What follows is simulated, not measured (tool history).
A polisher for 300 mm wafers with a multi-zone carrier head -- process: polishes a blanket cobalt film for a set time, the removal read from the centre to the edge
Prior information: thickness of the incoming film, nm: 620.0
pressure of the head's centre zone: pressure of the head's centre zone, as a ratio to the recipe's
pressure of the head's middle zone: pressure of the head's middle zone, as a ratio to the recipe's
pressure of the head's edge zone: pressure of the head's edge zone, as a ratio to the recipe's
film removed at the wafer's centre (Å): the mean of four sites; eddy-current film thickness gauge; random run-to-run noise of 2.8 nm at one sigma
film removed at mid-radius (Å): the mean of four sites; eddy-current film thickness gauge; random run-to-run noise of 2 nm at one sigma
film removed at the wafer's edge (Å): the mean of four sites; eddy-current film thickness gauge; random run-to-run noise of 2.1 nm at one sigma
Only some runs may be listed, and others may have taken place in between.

| run | hour | flow of slurry (ml/min) | pressure of the head's centre zone | pressure of the head's middle zone | pressure of the head's edge zone | polishing time (s) | film removed at the wafer's centre (Å) | film removed at mid-radius (Å) | film removed at the wafer's edge (Å) |
|---|---|---|---|---|---|---|---|---|---|
| 1 | 0.0 | 195 | 1.00 | 1.00 | 1.00 | 33 | 2297.7 | 2286.2 | 2326.5 |
| 2 | 3.1 | 195 | 1.00 | 1.03 | 1.00 | 33 | 2253.2 | 2314.0 | 2303.6 |
| 3 | 10.9 | 195 | 1.00 | 1.03 | 1.00 | 26 | 1804.2 | 1839.4 | 1845.0 |
| 4 | 13.8 | 195 | 1.00 | 1.03 | 1.00 | 32 | 2211.8 | 2279.2 | 2279.3 |
| 5 | 15.3 | 195 | 1.00 | 1.06 | 1.00 | 32 | 2229.1 | 2293.8 | 2242.3 |
| 6 | 18.3 | 195 | 1.00 | 1.06 | 0.93 | 32 | 2188.7 | 2338.7 | 2130.5 |
| 7 | 24.7 | 190 | 1.01 | 1.02 | 0.91 | 30 | 2068.8 | 2155.0 | 1973.0 |
| 8 | 29.7 | 190 | 1.01 | 1.02 | 0.91 | 30 | 2075.2 | 2120.7 | 2023.0 |
| 9 | 32.4 | 190 | 1.02 | 1.01 | 0.89 | 29 | 2060.0 | 1993.7 | 1963.2 |

Run 10 has not been measured yet. What should we expect?
| 10 | 40.6 | 185 | 1.02 | 1.01 | 0.87 | 28 | ? | ? | ? |

{"run 10": {"film removed at the wafer's centre (Å)": 1949.0, "film removed at mid-radius (Å)": 1912.6, "film removed at the wafer's edge (Å)": 1853.9}}

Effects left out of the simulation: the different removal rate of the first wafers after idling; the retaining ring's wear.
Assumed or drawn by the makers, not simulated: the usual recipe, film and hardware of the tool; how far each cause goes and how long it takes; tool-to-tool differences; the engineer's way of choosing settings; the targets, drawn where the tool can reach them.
